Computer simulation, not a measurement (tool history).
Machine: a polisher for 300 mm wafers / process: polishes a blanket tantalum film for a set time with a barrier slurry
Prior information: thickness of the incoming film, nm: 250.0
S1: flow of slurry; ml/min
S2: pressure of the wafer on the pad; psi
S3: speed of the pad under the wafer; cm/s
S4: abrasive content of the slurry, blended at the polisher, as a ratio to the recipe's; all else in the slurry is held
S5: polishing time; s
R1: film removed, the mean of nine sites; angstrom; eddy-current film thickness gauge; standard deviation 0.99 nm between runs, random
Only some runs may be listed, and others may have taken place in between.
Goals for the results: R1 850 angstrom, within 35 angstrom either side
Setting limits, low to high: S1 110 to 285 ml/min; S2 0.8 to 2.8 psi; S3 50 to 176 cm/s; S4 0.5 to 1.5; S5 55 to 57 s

run	hour	S1	S2	S3	S4	S5	R1
1	0	180	1.8	112	1	55	1037.6
2	2.2	225	1.8	112	1	55	1060.6
3	4.6	240	1.8	112	1	55	1069.9
4	13.1	240	1.8	112	1	57	1112.2
5	17.8	240	1.7	112	1	57	1070.6
6	24.6	240	1.7	112	1	57	1055.4
7	33	240	1.6	112	1	57	1005.6
8	39.7	240	1.4	112	1	57	937.46

Consider the 5 candidate settings below. Which is the only one whose results all fall within their allowed miss of target?
A	46.4	275	2.2	120	0.55	57	?
B	46.4	285	1.8	96	0.85	57	?
C	46.4	210	1.3	124	0.8	57	?
D	46.4	240	1.5	126	0.95	55	?
E	46.4	260	1.7	114	0.9	57	?

move	R1
A	986.64
B	918.45
C	838.36
D	999.41
E	1031.4
A: the biggest miss grows against the last run
B: closer than the last run, but not yet in spec
C: every result within its allowed miss
D: the biggest miss grows against the last run
E: the biggest miss grows against the last run
So the answer is move C, the one that meets all the targets.
